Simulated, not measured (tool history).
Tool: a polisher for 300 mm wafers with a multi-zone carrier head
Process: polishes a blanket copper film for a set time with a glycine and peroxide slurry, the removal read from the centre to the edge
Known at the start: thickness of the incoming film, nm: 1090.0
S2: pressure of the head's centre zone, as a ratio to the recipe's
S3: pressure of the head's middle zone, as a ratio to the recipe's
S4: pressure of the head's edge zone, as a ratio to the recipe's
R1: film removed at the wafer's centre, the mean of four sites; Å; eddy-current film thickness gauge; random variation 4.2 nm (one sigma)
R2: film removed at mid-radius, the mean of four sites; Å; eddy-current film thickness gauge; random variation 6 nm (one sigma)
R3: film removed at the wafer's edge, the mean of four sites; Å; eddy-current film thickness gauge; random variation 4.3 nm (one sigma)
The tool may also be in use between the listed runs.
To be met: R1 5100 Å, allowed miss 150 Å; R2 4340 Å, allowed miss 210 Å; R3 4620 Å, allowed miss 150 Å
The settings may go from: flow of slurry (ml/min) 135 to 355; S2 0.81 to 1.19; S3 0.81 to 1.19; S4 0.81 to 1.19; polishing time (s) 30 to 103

run 1 hour=0 | flow_of_slurry_(ml/min)=225 S2=1 S3=1 S4=1 polishing_time_(s)=66 | R1=4467.5 R2=4478.3 R3=4578.3
run 2 hour=4.1 | flow_of_slurry_(ml/min)=225 S2=1 S3=0.95 S4=1 polishing_time_(s)=66 | R1=4465.4 R2=4384.8 R3=4575.3
run 3 hour=9 | flow_of_slurry_(ml/min)=225 S2=1 S3=0.91 S4=1 polishing_time_(s)=66 | R1=4470.2 R2=4210.6 R3=4619.9
run 4 hour=14.7 | flow_of_slurry_(ml/min)=180 S2=1 S3=0.91 S4=1 polishing_time_(s)=66 | R1=4371.2 R2=4165.7 R3=4539.6
run 5 hour=21 | flow_of_slurry_(ml/min)=180 S2=0.92 S3=0.91 S4=1 polishing_time_(s)=66 | R1=4183.5 R2=3988.8 R3=4505.7
run 6 hour=26.8 | flow_of_slurry_(ml/min)=180 S2=0.92 S3=0.91 S4=1 polishing_time_(s)=55 | R1=3461.3 R2=3393.3 R3=3820.2
run 7 hour=28 | flow_of_slurry_(ml/min)=190 S2=0.98 S3=0.9 S4=1 polishing_time_(s)=57 | R1=3724.1 R2=3514.2 R3=3869.4
run 8 hour=36.2 | flow_of_slurry_(ml/min)=200 S2=1.02 S3=0.89 S4=1.01 polishing_time_(s)=59 | R1=4056.2 R2=3721.7 R3=4094.7
run 9 hour=36.9 | flow_of_slurry_(ml/min)=265 S2=1.12 S3=0.9 S4=1.07 polishing_time_(s)=60 | R1=4479.9 R2=3729.1 R3=4303.2
run 10 hour=41.9 | flow_of_slurry_(ml/min)=265 S2=1.13 S3=0.92 S4=1.07 polishing_time_(s)=61 | R1=4590.3 R2=3921.7 R3=4406.6
run 11 hour=49.2 | flow_of_slurry_(ml/min)=265 S2=1.14 S3=0.93 S4=1.07 polishing_time_(s)=62 | R1=4723.9 R2=4110.8 R3=4501.6
run 12 hour=53.9 | flow_of_slurry_(ml/min)=265 S2=1.14 S3=0.93 S4=1.07 polishing_time_(s)=62 | R1=4697.1 R2=4044.7 R3=4523
run 13 hour=58.1 | flow_of_slurry_(ml/min)=265 S2=1.14 S3=0.93 S4=1.07 polishing_time_(s)=62 | R1=4669.2 R2=4030.3 R3=4461
run 14 hour=58.9 | flow_of_slurry_(ml/min)=270 S2=1.15 S3=0.93 S4=1.06 polishing_time_(s)=63 | R1=4778.6 R2=4083.1 R3=4647.8
run 15 hour=66.4 | flow_of_slurry_(ml/min)=270 S2=1.15 S3=0.93 S4=1.06 polishing_time_(s)=63 | R1=4827.2 R2=4142.6 R3=4565.8
run 16 hour=73.9 | flow_of_slurry_(ml/min)=270 S2=1.16 S3=0.93 S4=1.05 polishing_time_(s)=63 | R1=4875.4 R2=4174.9 R3=4503.3
run 17 hour=78 | flow_of_slurry_(ml/min)=270 S2=1.17 S3=0.93 S4=1.05 polishing_time_(s)=63 | R1=4813.4 R2=4172.9 R3=4479.8
run 18 hour=86.5 | flow_of_slurry_(ml/min)=280 S2=1.17 S3=0.93 S4=1.05 polishing_time_(s)=63 | R1=4817 R2=4268 R3=4519.1

5 next moves are on the table. One of them brings every result within its allowed miss. Which?
run A hour=95 | flow_of_slurry_(ml/min)=310 S2=1.1 S3=0.95 S4=1.03 polishing_time_(s)=64 | R1=? R2=? R3=?
run B hour=95 | flow_of_slurry_(ml/min)=260 S2=1.19 S3=0.93 S4=1.09 polishing_time_(s)=60 | R1=? R2=? R3=?
run C hour=95 | flow_of_slurry_(ml/min)=205 S2=1.19 S3=0.86 S4=1 polishing_time_(s)=63 | R1=? R2=? R3=?
run D hour=95 | flow_of_slurry_(ml/min)=325 S2=1.18 S3=0.93 S4=0.99 polishing_time_(s)=65 | R1=? R2=? R3=?
run E hour=95 | flow_of_slurry_(ml/min)=310 S2=1 S3=0.98 S4=1.04 polishing_time_(s)=64 | R1=? R2=? R3=?

move=A R1=4808.1 R2=4368.5 R3=4595.9
move=B R1=4696.4 R2=3962.3 R3=4368.1
move=C R1=4809.2 R2=3814.1 R3=4349.4
move=D R1=5160.9 R2=4373.9 R3=4604.1
move=E R1=4492.6 R2=4485.6 R3=4613.2
A: as far off as the last run
B: further off than the last run
C: further off than the last run
D: meets every target
E: further off than the last run
Move D is the one to make.
